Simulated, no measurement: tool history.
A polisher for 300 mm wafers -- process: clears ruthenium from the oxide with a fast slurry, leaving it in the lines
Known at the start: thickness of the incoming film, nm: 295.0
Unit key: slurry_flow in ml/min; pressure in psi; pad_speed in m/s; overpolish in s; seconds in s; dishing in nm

| run | hour | slurry_flow | pressure | pad_speed | slurry_solids | overpolish | seconds | dishing |
|---|---|---|---|---|---|---|---|---|
| 1 | 0 | 215 | 2.8 | 0.92 | 1 | 12 | 64.398 | 28.493 |
| 2 | 4.1 | 215 | 2.8 | 0.92 | 1 | 16 | 62.428 | 31.1 |
| 3 | 6 | 215 | 2.5 | 0.92 | 1 | 18 | 69.596 | 31.211 |
| 4 | 7.3 | 260 | 2.5 | 0.92 | 1 | 18 | 70.629 | 32.661 |
| 5 | 14.2 | 260 | 2.5 | 1.14 | 1 | 18 | 56.714 | 33.741 |
| 6 | 18.3 | 260 | 2.8 | 1.14 | 1 | 18 | 51.508 | 34.543 |

Forecast run 7:
| 7 | 19.2 | 255 | 2 | 1.1 | 1 | 19 | ? | ? |

seconds: 73.518 s
dishing: 31.957 nm
